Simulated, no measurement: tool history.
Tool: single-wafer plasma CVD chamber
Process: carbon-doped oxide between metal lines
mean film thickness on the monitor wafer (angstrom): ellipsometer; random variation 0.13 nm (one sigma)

run  hour  heater temperature setpoint (deg C)  chamber pressure (Pa)  RF power (kW)  deposition time (s)  mean film thickness on the monitor wafer (angstrom)
  1     0                                  350                    632          0.595                  8.2                                               460.24
  2   8.8                                  341                    632          0.595                  8.2                                               473.29
  3  11.4                                  341                    567          0.595                  8.2                                                465.4
  4  14.4                                  341                    521          0.595                  8.2                                               460.39
  5  21.3                                  341                    521           0.53                  8.2                                               418.24
  6  29.8                                  341                    521           0.53                  7.8                                               397.75
  7  31.4                                  343                    505           0.53                  7.8                                               394.79
  8  37.5                                  345                    493           0.53                  7.8                                               391.05
  9  45.3                                  345                    493           0.53                  7.8                                               390.26
 10  50.1                                  347                    484           0.53                  7.8                                               386.39
 11  56.9                                  348                    477           0.53                  7.8                                                386.3

Predict the results of run 12:
 12  61.8                                  356                    405          0.515                  7.8                                                    ?

{"run 12": {"mean film thickness on the monitor wafer (angstrom)": 362.41}}
